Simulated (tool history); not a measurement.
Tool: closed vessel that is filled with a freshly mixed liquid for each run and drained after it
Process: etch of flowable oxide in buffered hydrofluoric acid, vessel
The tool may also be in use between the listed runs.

| run | hour | temperature setpoint of the liquid (°C) | parts of 40 % ammonium fluoride to one part of 49 % hydrofluoric acid (parts by volume) | time in the liquid (s) | thickness taken off the flowable oxide on a monitor wafer (angstrom) |
|---|---|---|---|---|---|
| 1 | 0.0 | 23.0 | 14.0 | 95 | 2008.9 |
| 2 | 8.7 | 25.5 | 14.0 | 95 | 2297.9 |
| 3 | 12.8 | 28.0 | 14.0 | 95 | 2620.5 |
| 4 | 13.6 | 28.0 | 14.0 | 105 | 2920.8 |
| 5 | 19.6 | 28.0 | 14.0 | 105 | 2894.4 |
| 6 | 21.0 | 28.0 | 11.5 | 105 | 3516.6 |
| 7 | 23.6 | 24.0 | 16.0 | 105 | 2058.6 |
| 8 | 28.4 | 23.0 | 16.5 | 105 | 1900.6 |
| 9 | 33.5 | 23.0 | 16.5 | 105 | 1894.5 |
| 10 | 38.3 | 22.0 | 17.0 | 105 | 1738.0 |
| 11 | 45.3 | 21.5 | 17.5 | 105 | 1664.3 |

The next listed run, before its measurement:
| 12 | 50.2 | 21.0 | 18.0 | 105 | ? |

Run 12 gave thickness taken off the flowable oxide on a monitor wafer (angstrom) 1551.7.

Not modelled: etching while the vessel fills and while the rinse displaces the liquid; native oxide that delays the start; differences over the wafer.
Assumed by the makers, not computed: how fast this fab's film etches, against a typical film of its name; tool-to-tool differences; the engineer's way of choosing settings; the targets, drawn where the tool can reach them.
